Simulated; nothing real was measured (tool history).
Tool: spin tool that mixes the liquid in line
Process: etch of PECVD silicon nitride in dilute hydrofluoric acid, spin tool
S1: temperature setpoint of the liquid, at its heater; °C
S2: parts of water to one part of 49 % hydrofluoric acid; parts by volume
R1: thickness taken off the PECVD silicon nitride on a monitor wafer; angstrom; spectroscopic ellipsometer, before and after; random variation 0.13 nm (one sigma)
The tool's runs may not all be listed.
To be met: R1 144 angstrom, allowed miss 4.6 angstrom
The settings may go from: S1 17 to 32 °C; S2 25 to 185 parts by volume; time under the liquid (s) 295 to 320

{"run": 1, "hour": 0.0, "S1": 24, "S2": 105, "time under the liquid (s)": 295, "R1": 72.727}
{"run": 2, "hour": 8.3, "S1": 26.5, "S2": 100, "time under the liquid (s)": 295, "R1": 88.251}
{"run": 3, "hour": 10.6, "S1": 26.5, "S2": 100, "time under the liquid (s)": 295, "R1": 90.467}
{"run": 4, "hour": 18.1, "S1": 23.5, "S2": 100, "time under the liquid (s)": 295, "R1": 73.269}
{"run": 5, "hour": 20.4, "S1": 23.5, "S2": 100, "time under the liquid (s)": 295, "R1": 73.087}
{"run": 6, "hour": 27.3, "S1": 23.5, "S2": 100, "time under the liquid (s)": 320, "R1": 79.197}
{"run": 7, "hour": 34.8, "S1": 26, "S2": 100, "time under the liquid (s)": 320, "R1": 92.361}
{"run": 8, "hour": 37.4, "S1": 28, "S2": 95, "time under the liquid (s)": 320, "R1": 111.95}
{"run": 9, "hour": 44.9, "S1": 29.5, "S2": 95, "time under the liquid (s)": 320, "R1": 123.04}
{"run": 10, "hour": 52.3, "S1": 30.5, "S2": 95, "time under the liquid (s)": 320, "R1": 131.19}
{"run": 11, "hour": 60.5, "S1": 31, "S2": 95, "time under the liquid (s)": 320, "R1": 136.2}

Which of these 4 next moves meets every target?
{"run": "A", "hour": 68.7, "S1": 32, "S2": 100, "time under the liquid (s)": 310, "R1": "?"}
{"run": "B", "hour": 68.7, "S1": 32, "S2": 95, "time under the liquid (s)": 320, "R1": "?"}
{"run": "C", "hour": 68.7, "S1": 29, "S2": 75, "time under the liquid (s)": 320, "R1": "?"}
{"run": "D", "hour": 68.7, "S1": 31, "S2": 90, "time under the liquid (s)": 295, "R1": "?"}

move=A R1=133.21
move=B R1=144.78
move=C R1=151.32
move=D R1=132.28
A: further off than the last run
B: meets every target
C: takes the result that was furthest off past its target
D: further off than the last run
Move B is the one to make.
